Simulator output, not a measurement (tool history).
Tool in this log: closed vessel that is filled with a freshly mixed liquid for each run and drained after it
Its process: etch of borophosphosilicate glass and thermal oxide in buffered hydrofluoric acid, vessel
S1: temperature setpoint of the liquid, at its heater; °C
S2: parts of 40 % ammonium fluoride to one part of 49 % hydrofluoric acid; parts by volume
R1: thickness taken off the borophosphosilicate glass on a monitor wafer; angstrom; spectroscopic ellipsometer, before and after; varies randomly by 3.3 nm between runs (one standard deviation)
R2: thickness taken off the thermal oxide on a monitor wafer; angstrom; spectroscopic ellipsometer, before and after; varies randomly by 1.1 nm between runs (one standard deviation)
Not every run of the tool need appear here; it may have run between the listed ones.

{"run": 1, "day": 0.0, "S1": 20, "S2": 8, "time in the liquid (s)": 60, "R1": 2020, "R2": 675.94}
{"run": 2, "day": 0.367, "S1": 20, "S2": 9, "time in the liquid (s)": 60, "R1": 1785.8, "R2": 595.03}
{"run": 3, "day": 0.454, "S1": 22, "S2": 8, "time in the liquid (s)": 60, "R1": 2258.6, "R2": 758.74}
{"run": 4, "day": 0.612, "S1": 22, "S2": 8, "time in the liquid (s)": 50, "R1": 1901, "R2": 626.4}
{"run": 5, "day": 0.954, "S1": 18.5, "S2": 8, "time in the liquid (s)": 50, "R1": 1572.7, "R2": 522.61}
{"run": 6, "day": 1.242, "S1": 21, "S2": 7, "time in the liquid (s)": 50, "R1": 2094.2, "R2": 692.61}
{"run": 7, "day": 1.504, "S1": 23, "S2": 6.5, "time in the liquid (s)": 50, "R1": 2486.5, "R2": 822.2}
{"run": 8, "day": 1.712, "S1": 24.5, "S2": 6, "time in the liquid (s)": 50, "R1": 2879.8, "R2": 952.03}
{"run": 9, "day": 2.1, "S1": 25.5, "S2": 5.5, "time in the liquid (s)": 50, "R1": 3314.7, "R2": 1080.4}
{"run": 10, "day": 2.342, "S1": 26, "S2": 5.5, "time in the liquid (s)": 50, "R1": 3393.3, "R2": 1105.6}
{"run": 11, "day": 2.45, "S1": 26.5, "S2": 5.5, "time in the liquid (s)": 50, "R1": 3478.4, "R2": 1140.2}

Run 12 has not been measured yet. What should we expect?
{"run": 12, "day": 2.517, "S1": 27, "S2": 5.5, "time in the liquid (s)": 50, "R1": "?", "R2": "?"}

R1: 3569.7 angstrom
R2: 1189 angstrom
